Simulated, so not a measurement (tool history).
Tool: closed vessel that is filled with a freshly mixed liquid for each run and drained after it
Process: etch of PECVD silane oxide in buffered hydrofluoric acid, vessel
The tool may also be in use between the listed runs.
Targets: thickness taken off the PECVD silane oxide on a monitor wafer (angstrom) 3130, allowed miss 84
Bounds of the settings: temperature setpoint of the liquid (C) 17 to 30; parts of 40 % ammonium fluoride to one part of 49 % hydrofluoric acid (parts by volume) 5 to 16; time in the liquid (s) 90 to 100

run,hour,temperature setpoint of the liquid (C),parts of 40 % ammonium fluoride to one part of 49 % hydrofluoric acid (parts by volume),time in the liquid (s),thickness taken off the PECVD silane oxide on a monitor wafer (angstrom)
1,0,22,9.5,90,2375.4
2,7,22,9.5,100,2618.3
3,12.6,22,9.5,90,2382.5
4,18.3,23,9.5,90,2514.7
5,25.6,23,10.5,90,2351.7
# hour 27.5: hydrofluoric acid flow meter replaced
6,27.5,24,10.5,90,2360.2
7,28.9,25,10.5,90,2485
8,37.6,26,10.5,90,2622.4
9,45,26.5,10.5,90,2706.5

4 next moves are on the table. One of them brings every result within its allowed miss. Which?
A,52.4,28.5,11.5,95,?
B,52.4,27.5,10.5,100,?
C,52.4,28.5,12.5,100,?
D,52.4,25.5,13.5,95,?

move,thickness taken off the PECVD silane oxide on a monitor wafer (angstrom)
A,2920
B,3184.6
C,2833.4
D,2126.1
A: nearer than the last run, and not there yet
B: meets every target
C: nearer than the last run, and not there yet
D: further off than the last run
Move B is the one to make.
